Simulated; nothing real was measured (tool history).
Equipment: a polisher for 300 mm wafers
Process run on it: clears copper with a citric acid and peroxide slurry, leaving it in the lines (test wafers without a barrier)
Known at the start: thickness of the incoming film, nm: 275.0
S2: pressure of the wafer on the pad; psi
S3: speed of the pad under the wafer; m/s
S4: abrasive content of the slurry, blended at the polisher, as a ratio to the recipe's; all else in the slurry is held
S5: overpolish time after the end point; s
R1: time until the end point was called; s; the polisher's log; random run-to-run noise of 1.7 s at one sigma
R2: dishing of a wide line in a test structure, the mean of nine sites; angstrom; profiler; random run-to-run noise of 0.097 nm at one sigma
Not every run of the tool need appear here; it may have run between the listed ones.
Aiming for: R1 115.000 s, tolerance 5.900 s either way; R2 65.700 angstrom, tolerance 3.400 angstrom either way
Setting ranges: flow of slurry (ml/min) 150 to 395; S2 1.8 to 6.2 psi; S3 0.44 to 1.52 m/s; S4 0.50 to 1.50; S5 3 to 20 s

Run 1, day 0.000: flow of slurry (ml/min) 250, S2 4.0 psi, S3 0.98 m/s, S4 1.00, S5 10 s. Result: R1 98.446 s, R2 253.870 angstrom.
Run 2, day 0.067: flow of slurry (ml/min) 190, S2 4.0 psi, S3 0.98 m/s, S4 1.00, S5 10 s. Result: R1 103.860 s, R2 237.690 angstrom.
Run 3, day 0.375: flow of slurry (ml/min) 235, S2 4.0 psi, S3 0.98 m/s, S4 1.00, S5 10 s. Result: R1 97.677 s, R2 248.380 angstrom.
Run 4, day 0.617: flow of slurry (ml/min) 255, S2 3.7 psi, S3 0.98 m/s, S4 1.00, S5 9 s. Result: R1 101.350 s, R2 213.410 angstrom.
Run 5, day 0.854: flow of slurry (ml/min) 255, S2 3.7 psi, S3 0.80 m/s, S4 1.00, S5 9 s. Result: R1 126.400 s, R2 176.170 angstrom.
Run 6, day 1.062: flow of slurry (ml/min) 275, S2 3.5 psi, S3 0.82 m/s, S4 1.00, S5 8 s. Result: R1 123.530 s, R2 156.230 angstrom.
Run 7, day 1.417: flow of slurry (ml/min) 345, S2 2.4 psi, S3 1.06 m/s, S4 0.75, S5 3 s. Result: R1 142.870 s, R2 53.037 angstrom.
Run 8, day 1.671: flow of slurry (ml/min) 345, S2 2.5 psi, S3 1.06 m/s, S4 0.75, S5 3 s. Result: R1 136.490 s, R2 54.937 angstrom.
Run 9, day 1.721: flow of slurry (ml/min) 345, S2 2.6 psi, S3 1.06 m/s, S4 0.75, S5 3 s. Result: R1 136.610 s, R2 55.982 angstrom.
Run 10, day 2.054: flow of slurry (ml/min) 345, S2 3.4 psi, S3 1.08 m/s, S4 0.75, S5 3 s. Result: R1 106.080 s, R2 72.162 angstrom.
At day 2.250: worn pad replaced by a new one.
Run 11, day 2.250: flow of slurry (ml/min) 355, S2 3.2 psi, S3 1.08 m/s, S4 0.75, S5 3 s. Result: R1 101.870 s, R2 72.634 angstrom.

4 candidate next runs follow, results not yet known. Just one meets every target within its allowed miss. Identify it.
Run A, day 2.446: flow of slurry (ml/min) 370, S2 4.2 psi, S3 0.76 m/s, S4 0.75, S5 3 s. Result: R1 ?, R2 ?.
Run B, day 2.446: flow of slurry (ml/min) 395, S2 3.2 psi, S3 0.84 m/s, S4 0.75, S5 3 s. Result: R1 ?, R2 ?.
Run C, day 2.446: flow of slurry (ml/min) 310, S2 2.2 psi, S3 1.10 m/s, S4 0.75, S5 3 s. Result: R1 ?, R2 ?.
Run D, day 2.446: flow of slurry (ml/min) 280, S2 3.3 psi, S3 0.88 m/s, S4 0.65, S5 3 s. Result: R1 ?, R2 ?.

move       R1      R2
   A  115.530  64.989
   B  128.970  58.262
   C  132.830  56.506
   D  131.070  57.348
A: every result within its allowed miss
B: takes the biggest miss from the last run beyond its target
C: takes the biggest miss from the last run beyond its target
D: takes the biggest miss from the last run beyond its target
Move A is the one to make.
